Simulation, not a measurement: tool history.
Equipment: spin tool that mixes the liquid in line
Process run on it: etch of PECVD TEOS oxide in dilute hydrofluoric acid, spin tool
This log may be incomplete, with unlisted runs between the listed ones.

| run | hour | temperature setpoint of the liquid (C) | parts of water to one part of 49 % hydrofluoric acid (parts by volume) | time under the liquid (s) | thickness taken off the PECVD TEOS oxide on a monitor wafer (nm) |
|---|---|---|---|---|---|
| 1 | 0 | 22 | 50 | 30 | 6.1163 |
| 2 | 8.5 | 22 | 35 | 30 | 8.867 |
| 3 | 12.2 | 18.5 | 35 | 30 | 7.6307 |
| 4 | 17.4 | 18.5 | 35 | 20 | 5.0318 |
| 5 | 21.3 | 19.5 | 35 | 20 | 5.317 |
| 6 | 28.8 | 19.5 | 35 | 30 | 7.9957 |

Forecast run 7:
| 7 | 37.1 | 19 | 35 | 30 | ? |

{"run 7": {"thickness taken off the PECVD TEOS oxide on a monitor wafer (nm)": 7.7426}}

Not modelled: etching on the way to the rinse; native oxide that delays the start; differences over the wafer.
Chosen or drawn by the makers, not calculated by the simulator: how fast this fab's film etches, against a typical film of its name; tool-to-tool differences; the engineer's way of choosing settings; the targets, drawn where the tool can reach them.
